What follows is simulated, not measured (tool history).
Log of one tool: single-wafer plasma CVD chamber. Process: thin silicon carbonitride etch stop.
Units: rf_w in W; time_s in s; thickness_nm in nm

| run | hour | rf_w | time_s | thickness_nm |
|---|---|---|---|---|
| 1 | 0 | 230 | 19.4 | 11.644 |
| 2 | 2.3 | 230 | 16.8 | 10.008 |
| 3 | 8.5 | 230 | 18.3 | 10.964 |
| 4 | 13.6 | 230 | 15.8 | 9.489 |
| 5 | 15 | 235 | 16.9 | 10.202 |
| 6 | 18.1 | 235 | 18.7 | 11.291 |

The next listed run, before its measurement:
| 7 | 20.3 | 235 | 18.7 | ? |

{"run 7": {"thickness_nm": 11.27}}

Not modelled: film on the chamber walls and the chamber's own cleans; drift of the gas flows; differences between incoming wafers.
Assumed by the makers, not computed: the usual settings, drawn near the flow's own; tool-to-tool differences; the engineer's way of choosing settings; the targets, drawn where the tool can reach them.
